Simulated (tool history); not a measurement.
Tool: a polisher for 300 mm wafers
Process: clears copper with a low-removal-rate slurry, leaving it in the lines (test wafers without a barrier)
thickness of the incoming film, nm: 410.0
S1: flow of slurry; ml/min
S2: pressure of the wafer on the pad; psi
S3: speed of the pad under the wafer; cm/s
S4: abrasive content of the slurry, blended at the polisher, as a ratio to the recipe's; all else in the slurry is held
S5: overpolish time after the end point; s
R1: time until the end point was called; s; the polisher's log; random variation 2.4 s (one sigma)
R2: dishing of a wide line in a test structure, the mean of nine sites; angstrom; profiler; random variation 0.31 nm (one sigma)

{"run": 1, "hour": 0.0, "S1": 120, "S2": 2.2, "S3": 122, "S4": 1.0, "S5": 13, "R1": 153.69, "R2": 208.92}
{"run": 2, "hour": 4.0, "S1": 120, "S2": 2.7, "S3": 122, "S4": 1.0, "S5": 13, "R1": 129.87, "R2": 263.55}
{"run": 3, "hour": 9.7, "S1": 120, "S2": 2.7, "S3": 122, "S4": 1.0, "S5": 11, "R1": 130.81, "R2": 223.12}
{"run": 4, "hour": 13.5, "S1": 120, "S2": 2.7, "S3": 112, "S4": 1.0, "S5": 11, "R1": 135.56, "R2": 212.06}
{"run": 5, "hour": 22.2, "S1": 120, "S2": 2.7, "S3": 112, "S4": 1.0, "S5": 10, "R1": 141.52, "R2": 186.96}
{"run": 6, "hour": 24.8, "S1": 120, "S2": 3.3, "S3": 112, "S4": 1.0, "S5": 10, "R1": 112.84, "R2": 217.11}

The next listed run, before its measurement:
{"run": 7, "hour": 30.1, "S1": 120, "S2": 3.2, "S3": 110, "S4": 1.0, "S5": 9, "R1": "?", "R2": "?"}

R1: 115.53 s
R2: 199.78 angstrom
